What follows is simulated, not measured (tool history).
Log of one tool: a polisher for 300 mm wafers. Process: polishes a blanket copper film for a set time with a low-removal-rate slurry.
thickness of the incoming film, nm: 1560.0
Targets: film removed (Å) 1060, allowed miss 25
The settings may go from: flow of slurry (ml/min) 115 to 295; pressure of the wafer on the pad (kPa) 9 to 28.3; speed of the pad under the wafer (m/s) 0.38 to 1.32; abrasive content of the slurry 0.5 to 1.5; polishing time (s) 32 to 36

run  hour  flow of slurry (ml/min)  pressure of the wafer on the pad (kPa)  speed of the pad under the wafer (m/s)  abrasive content of the slurry  polishing time (s)  film removed (Å)
  1     0                      190                                    18.6                                    0.84                               1                  36            707.97
  2   6.3                      200                                    20.7                                    0.84                               1                  36            791.65
  3  11.2                      200                                    20.7                                    0.84                             1.2                  36            818.79
  4  16.6                      210                                    22.1                                    0.84                             1.2                  36            872.02
  5  25.2                      210                                    23.4                                    0.84                             1.2                  36               918
  6    28                      215                                    24.1                                    0.84                             1.2                  36            954.36
  7  36.8                      215                                    24.8                                    0.84                             1.2                  36            976.42
  8  42.3                      220                                    25.5                                    0.84                             1.2                  36            999.97
  9  50.7                      220                                    26.2                                    0.84                             1.2                  36            1020.4

Which of these 4 next moves meets every target?
  A  59.1                      205                                    22.8                                    0.98                             1.2                  35                 ?
  B  59.1                      235                                    25.5                                     0.8                            1.15                  36                 ?
  C  59.1                      200                                    28.3                                    0.84                             1.2                  35                 ?
  D  59.1                      225                                    28.3                                    0.76                             1.2                  35                 ?

move  film removed (Å)
   A            1001.1
   B             948.1
   C            1054.8
   D            969.53
A: further off than the last run
B: further off than the last run
C: meets every target
D: further off than the last run
Move C is the one to make.
